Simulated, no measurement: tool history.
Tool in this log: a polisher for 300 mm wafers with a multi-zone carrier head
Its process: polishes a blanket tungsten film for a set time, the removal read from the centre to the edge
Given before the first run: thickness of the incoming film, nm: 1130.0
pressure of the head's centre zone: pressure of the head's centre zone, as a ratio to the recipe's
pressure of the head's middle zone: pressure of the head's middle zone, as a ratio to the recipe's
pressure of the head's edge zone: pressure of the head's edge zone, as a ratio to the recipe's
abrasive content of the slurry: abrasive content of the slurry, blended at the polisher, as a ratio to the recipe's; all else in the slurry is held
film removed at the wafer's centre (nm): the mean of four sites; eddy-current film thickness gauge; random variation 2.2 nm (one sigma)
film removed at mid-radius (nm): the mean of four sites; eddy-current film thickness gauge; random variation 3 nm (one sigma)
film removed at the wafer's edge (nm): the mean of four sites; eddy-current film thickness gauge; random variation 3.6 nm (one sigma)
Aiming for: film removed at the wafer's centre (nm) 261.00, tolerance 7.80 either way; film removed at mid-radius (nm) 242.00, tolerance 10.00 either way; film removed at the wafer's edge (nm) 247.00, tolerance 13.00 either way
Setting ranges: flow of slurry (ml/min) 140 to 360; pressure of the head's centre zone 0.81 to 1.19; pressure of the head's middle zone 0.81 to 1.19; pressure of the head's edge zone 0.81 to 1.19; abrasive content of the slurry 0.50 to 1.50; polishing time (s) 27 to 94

run,hour,flow of slurry (ml/min),pressure of the head's centre zone,pressure of the head's middle zone,pressure of the head's edge zone,abrasive content of the slurry,polishing time (s),film removed at the wafer's centre (nm),film removed at mid-radius (nm),film removed at the wafer's edge (nm)
1,0.0,230,1.00,1.00,1.00,1.00,60,430.75,443.62,430.41
2,5.4,230,1.00,0.97,0.97,0.85,54,377.71,379.92,379.89
3,12.0,230,0.92,0.97,0.97,0.85,54,360.41,376.36,384.67
4,18.0,280,0.92,0.97,0.97,0.85,54,370.24,383.10,381.83
5,24.5,295,0.93,0.95,0.95,0.75,49,330.39,339.59,336.03
6,25.7,300,0.95,0.92,0.94,0.70,46,311.86,302.73,305.77
7,30.7,305,0.94,0.90,0.92,0.65,45,300.02,287.04,294.64
8,37.7,310,0.94,0.89,0.90,0.60,44,289.17,284.04,288.05
9,44.0,245,1.00,0.82,0.81,0.50,38,244.79,207.29,220.73
10,48.1,260,0.99,0.84,0.83,0.50,38,245.86,212.42,226.65
11,54.2,260,0.99,0.84,0.83,0.50,38,246.19,215.73,226.58
12,60.5,275,0.99,0.85,0.85,0.50,38,244.31,221.02,225.60
13,63.4,280,0.98,0.85,0.85,0.55,38,248.27,225.10,231.81

5 next moves are on the table. One of them brings every result within its allowed miss. Which?
A,66.3,305,0.96,0.85,0.92,0.65,42,?,?,?
B,66.3,340,1.19,1.05,0.81,0.60,35,?,?,?
C,66.3,360,0.94,0.85,0.84,0.85,37,?,?,?
D,66.3,275,1.07,0.98,0.81,0.95,37,?,?,?
E,66.3,215,0.95,0.94,0.95,0.50,40,?,?,?

move,film removed at the wafer's centre (nm),film removed at mid-radius (nm),film removed at the wafer's edge (nm)
A,283.49,256.52,281.46
B,274.45,250.08,219.28
C,264.24,242.24,254.11
D,287.86,269.19,250.47
E,243.23,240.35,250.29
A: the result that was furthest off in the last run now lies on the other side of its target
B: gets the furthest-off result to its target, but another result is out of tolerance
C: in spec on every target
D: the result that was furthest off in the last run now lies on the other side of its target
E: gets the furthest-off result to its target, but another result is out of tolerance
The right move is C.
